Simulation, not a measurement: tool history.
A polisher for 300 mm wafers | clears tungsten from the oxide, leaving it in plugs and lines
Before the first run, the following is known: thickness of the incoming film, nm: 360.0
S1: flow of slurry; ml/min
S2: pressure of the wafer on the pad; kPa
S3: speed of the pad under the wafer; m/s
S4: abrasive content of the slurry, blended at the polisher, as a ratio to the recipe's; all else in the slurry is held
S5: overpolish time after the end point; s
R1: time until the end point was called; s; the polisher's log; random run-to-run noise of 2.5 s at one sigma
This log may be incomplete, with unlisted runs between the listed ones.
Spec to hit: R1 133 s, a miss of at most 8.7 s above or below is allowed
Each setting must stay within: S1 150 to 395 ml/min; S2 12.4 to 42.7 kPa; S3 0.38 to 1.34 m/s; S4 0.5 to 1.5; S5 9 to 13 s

run 1 hour=0 | S1=250 S2=27.6 S3=0.86 S4=1 S5=13 | R1=88.99
run 2 hour=7.6 | S1=250 S2=27.6 S3=0.86 S4=1 S5=13 | R1=89.059
run 3 hour=13.7 | S1=250 S2=24.8 S3=0.84 S4=1 S5=13 | R1=103.67
run 4 hour=18.1 | S1=310 S2=24.8 S3=0.84 S4=1 S5=13 | R1=97.155
run 5 hour=19.3 | S1=310 S2=22.8 S3=0.84 S4=1 S5=13 | R1=108.78
run 6 hour=22.3 | S1=310 S2=21.4 S3=0.84 S4=1 S5=13 | R1=110.61
run 7 hour=30.2 | S1=310 S2=20 S3=0.84 S4=1 S5=13 | R1=119.53
run 8 hour=36.1 | S1=310 S2=19.3 S3=0.84 S4=1 S5=13 | R1=120.01

4 candidate next runs follow, results not yet known. Just one meets every target within its allowed miss. Identify it.
run A hour=42 | S1=255 S2=17.2 S3=0.86 S4=1.05 S5=13 | R1=?
run B hour=42 | S1=335 S2=17.2 S3=0.68 S4=0.95 S5=9 | R1=?
run C hour=42 | S1=340 S2=15.9 S3=0.82 S4=0.9 S5=9 | R1=?
run D hour=42 | S1=305 S2=17.9 S3=0.68 S4=0.9 S5=13 | R1=?

move=A R1=133.37
move=B R1=161.93
move=C R1=149.11
move=D R1=159.2
A: each result inside its tolerance
B: moves the result that the last run missed by most past its target, out the other side
C: moves the result that the last run missed by most past its target, out the other side
D: moves the result that the last run missed by most past its target, out the other side
A is the move that brings every result within its allowed miss.
